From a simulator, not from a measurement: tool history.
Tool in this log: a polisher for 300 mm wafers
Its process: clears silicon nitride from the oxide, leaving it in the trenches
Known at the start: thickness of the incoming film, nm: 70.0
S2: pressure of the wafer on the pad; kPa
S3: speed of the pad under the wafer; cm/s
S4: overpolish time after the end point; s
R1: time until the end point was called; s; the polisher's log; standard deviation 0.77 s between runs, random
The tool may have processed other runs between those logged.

run 1 day=0.000 | flow_of_slurry_(ml/min)=285 S2=21.4 S3=94 S4=16 | R1=54.216
run 2 day=0.262 | flow_of_slurry_(ml/min)=285 S2=19.3 S3=94 S4=16 | R1=60.398
run 3 day=0.438 | flow_of_slurry_(ml/min)=285 S2=17.9 S3=94 S4=16 | R1=64.630
run 4 day=0.792 | flow_of_slurry_(ml/min)=285 S2=17.9 S3=94 S4=12 | R1=64.658
run 5 day=1.025 | flow_of_slurry_(ml/min)=285 S2=17.9 S3=76 S4=12 | R1=74.620
run 6 day=1.096 | flow_of_slurry_(ml/min)=335 S2=17.9 S3=76 S4=12 | R1=72.488
run 7 day=1.133 | flow_of_slurry_(ml/min)=325 S2=17.2 S3=76 S4=12 | R1=77.099
run 8 day=1.229 | flow_of_slurry_(ml/min)=320 S2=16.5 S3=76 S4=12 | R1=79.662
run 9 day=1.254 | flow_of_slurry_(ml/min)=315 S2=16.5 S3=76 S4=12 | R1=80.068
run 10 day=1.608 | flow_of_slurry_(ml/min)=310 S2=16.5 S3=76 S4=12 | R1=80.023
run 11 day=1.750 | flow_of_slurry_(ml/min)=305 S2=16.5 S3=76 S4=12 | R1=80.256
run 12 day=1.850 | flow_of_slurry_(ml/min)=300 S2=16.5 S3=76 S4=12 | R1=79.376
run 13 day=2.121 | flow_of_slurry_(ml/min)=300 S2=15.2 S3=76 S4=12 | R1=87.918
run 14 day=2.333 | flow_of_slurry_(ml/min)=305 S2=15.2 S3=76 S4=12 | R1=87.443

What does the tool deliver on the next run?
run 15 day=2.662 | flow_of_slurry_(ml/min)=305 S2=15.2 S3=76 S4=12 | R1=?

R1: 87.779 s
